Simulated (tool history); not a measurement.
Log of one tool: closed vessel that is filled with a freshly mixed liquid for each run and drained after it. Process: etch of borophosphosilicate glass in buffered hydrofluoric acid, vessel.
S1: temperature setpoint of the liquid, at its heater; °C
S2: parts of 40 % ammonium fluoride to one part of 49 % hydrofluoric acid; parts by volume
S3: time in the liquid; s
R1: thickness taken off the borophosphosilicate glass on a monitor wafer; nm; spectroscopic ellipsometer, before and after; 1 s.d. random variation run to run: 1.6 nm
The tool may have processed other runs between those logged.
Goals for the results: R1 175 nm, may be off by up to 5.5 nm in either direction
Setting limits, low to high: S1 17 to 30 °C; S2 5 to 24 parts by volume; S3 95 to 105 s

run	hour	S1	S2	S3	R1
1	0	22	14.5	95	105.49
2	4.3	24.5	14	95	126.58
3	5.4	23.5	14	95	120.21
4	11.5	23.5	14	95	118.37
5	14.3	23.5	17	95	99.855
6	17.8	26	17	95	112.39
7	19.6	27.5	15.5	95	134.01
8	21.4	28.5	14.5	95	150.94
9	26	29	14	95	157.92
10	27.8	29.5	13.5	95	169.03

Exactly one of the 4 candidate moves below puts every result within its allowed miss. Which one?
A	29.6	25	12.5	105	?
B	29.6	29.5	14	95	?
C	29.6	30	13.5	95	?
D	29.6	28	11.5	100	?

move	R1
A	158.68
B	162.58
C	172.89
D	192.03
A: the biggest miss grows against the last run
B: the biggest miss grows against the last run
C: meets every target
D: takes the result that was furthest off past its target
C is the move that brings every result within its allowed miss.

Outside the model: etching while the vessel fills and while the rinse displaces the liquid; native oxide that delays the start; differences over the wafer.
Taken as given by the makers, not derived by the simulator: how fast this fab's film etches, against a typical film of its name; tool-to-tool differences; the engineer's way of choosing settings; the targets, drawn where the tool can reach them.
